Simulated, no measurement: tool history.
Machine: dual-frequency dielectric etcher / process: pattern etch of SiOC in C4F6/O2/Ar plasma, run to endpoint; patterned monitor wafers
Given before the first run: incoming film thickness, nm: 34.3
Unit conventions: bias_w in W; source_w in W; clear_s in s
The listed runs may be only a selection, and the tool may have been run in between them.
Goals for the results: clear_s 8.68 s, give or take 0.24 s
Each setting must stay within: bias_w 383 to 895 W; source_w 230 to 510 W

run  hour  bias_w  source_w  clear_s
  1     0     639       370   11.423
  2   5.7     639       310   12.363
  3   9.3     717       310   11.624
  4  14.1     717       370   10.665
  5  20.5     775       370   9.9951
  6  24.5     842       370   9.8373
  7  30.9     851       380   9.6011
  8  35.3     858       390   9.4992
  9  40.3     864       400   9.3842
 10  47.3     869       410   9.2005
 11    52     873       420   8.8994
 12  59.4     876       420   9.0034
 13  60.3     879       420   8.9939
 14    61     882       420   8.9098

Consider the 4 candidate settings below. Which is the only one whose results all fall within their allowed miss of target?
  A  61.7     895       440        ?
  B  61.7     830       420        ?
  C  61.7     841       410        ?
  D  61.7     895       510        ?

move  clear_s
   A   8.7816
   B   9.3267
   C   9.3602
   D    8.244
A: meets every target
B: moves away from the targets compared with the last run
C: moves away from the targets compared with the last run
D: the result that was furthest off in the last run now lies on the other side of its target
Answer: A
